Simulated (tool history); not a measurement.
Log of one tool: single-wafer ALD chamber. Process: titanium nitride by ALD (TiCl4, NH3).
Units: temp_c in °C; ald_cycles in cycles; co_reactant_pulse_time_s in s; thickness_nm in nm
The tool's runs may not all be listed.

Run 1, hour 0.0: temp_c 380 °C, ald_cycles 74 cycles, co_reactant_pulse_time_s 1.79 s. Result: thickness_nm 1.5012 nm.
Run 2, hour 6.4: temp_c 380 °C, ald_cycles 74 cycles, co_reactant_pulse_time_s 2.01 s. Result: thickness_nm 1.4988 nm.
Run 3, hour 7.3: temp_c 380 °C, ald_cycles 74 cycles, co_reactant_pulse_time_s 2.01 s. Result: thickness_nm 1.4928 nm.
Run 4, hour 15.8: temp_c 380 °C, ald_cycles 70 cycles, co_reactant_pulse_time_s 2.01 s. Result: thickness_nm 1.4165 nm.
Run 5, hour 19.4: temp_c 380 °C, ald_cycles 70 cycles, co_reactant_pulse_time_s 2.29 s. Result: thickness_nm 1.4193 nm.
Run 6, hour 28.3: temp_c 380 °C, ald_cycles 74 cycles, co_reactant_pulse_time_s 2.29 s. Result: thickness_nm 1.5128 nm.

Run 7 comes next. What will it give?
Run 7, hour 30.0: temp_c 376 °C, ald_cycles 73 cycles, co_reactant_pulse_time_s 2.06 s. Result: thickness_nm ?.

Run 7 gave thickness_nm 1.4685 nm.
